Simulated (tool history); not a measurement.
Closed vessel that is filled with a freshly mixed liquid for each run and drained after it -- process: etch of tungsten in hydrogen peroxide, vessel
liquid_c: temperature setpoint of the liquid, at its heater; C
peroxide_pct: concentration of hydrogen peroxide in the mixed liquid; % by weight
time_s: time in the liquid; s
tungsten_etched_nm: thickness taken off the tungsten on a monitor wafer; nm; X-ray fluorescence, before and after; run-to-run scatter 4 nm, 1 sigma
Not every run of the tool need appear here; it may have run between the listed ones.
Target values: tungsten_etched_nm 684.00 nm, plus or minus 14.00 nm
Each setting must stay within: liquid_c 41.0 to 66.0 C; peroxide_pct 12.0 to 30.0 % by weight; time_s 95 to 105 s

run 1 hour=0.0 | liquid_c=57.0 peroxide_pct=21.5 time_s=95 | tungsten_etched_nm=355.84
run 2 hour=4.2 | liquid_c=59.0 peroxide_pct=22.5 time_s=95 | tungsten_etched_nm=405.59
run 3 hour=10.7 | liquid_c=60.5 peroxide_pct=23.5 time_s=95 | tungsten_etched_nm=456.73
run 4 hour=14.9 | liquid_c=56.5 peroxide_pct=23.5 time_s=95 | tungsten_etched_nm=358.86
run 5 hour=17.4 | liquid_c=56.5 peroxide_pct=21.5 time_s=95 | tungsten_etched_nm=348.33
run 6 hour=21.6 | liquid_c=58.5 peroxide_pct=23.0 time_s=95 | tungsten_etched_nm=401.69
run 7 hour=26.2 | liquid_c=60.0 peroxide_pct=24.0 time_s=95 | tungsten_etched_nm=448.72
run 8 hour=33.0 | liquid_c=61.5 peroxide_pct=24.5 time_s=95 | tungsten_etched_nm=491.91
run 9 hour=39.4 | liquid_c=61.5 peroxide_pct=24.5 time_s=95 | tungsten_etched_nm=489.39
run 10 hour=40.9 | liquid_c=62.5 peroxide_pct=25.5 time_s=95 | tungsten_etched_nm=531.28
run 11 hour=49.0 | liquid_c=63.0 peroxide_pct=26.0 time_s=95 | tungsten_etched_nm=555.88
run 12 hour=51.0 | liquid_c=63.5 peroxide_pct=26.5 time_s=95 | tungsten_etched_nm=577.00
run 13 hour=52.9 | liquid_c=64.0 peroxide_pct=26.5 time_s=95 | tungsten_etched_nm=591.01
run 14 hour=56.7 | liquid_c=64.0 peroxide_pct=26.5 time_s=95 | tungsten_etched_nm=591.61
run 15 hour=60.9 | liquid_c=64.5 peroxide_pct=27.0 time_s=95 | tungsten_etched_nm=614.17
run 16 hour=61.8 | liquid_c=65.0 peroxide_pct=27.0 time_s=95 | tungsten_etched_nm=632.47
run 17 hour=65.7 | liquid_c=65.5 peroxide_pct=27.5 time_s=95 | tungsten_etched_nm=655.73

Pick the move, out of 4, that brings all results within their allowed miss; only one does.
run A hour=69.6 | liquid_c=65.0 peroxide_pct=26.5 time_s=100 | tungsten_etched_nm=?
run B hour=69.6 | liquid_c=65.0 peroxide_pct=27.5 time_s=105 | tungsten_etched_nm=?
run C hour=69.6 | liquid_c=64.5 peroxide_pct=27.0 time_s=105 | tungsten_etched_nm=?
run D hour=69.6 | liquid_c=63.5 peroxide_pct=29.5 time_s=100 | tungsten_etched_nm=?

move=A tungsten_etched_nm=661.03
move=B tungsten_etched_nm=707.06
move=C tungsten_etched_nm=681.29
move=D tungsten_etched_nm=641.19
A: nearer the targets than the last run, but a result is still out of spec
B: takes the result that was furthest off past its target
C: all results in spec
D: misses by more than the last run did
Answer: C
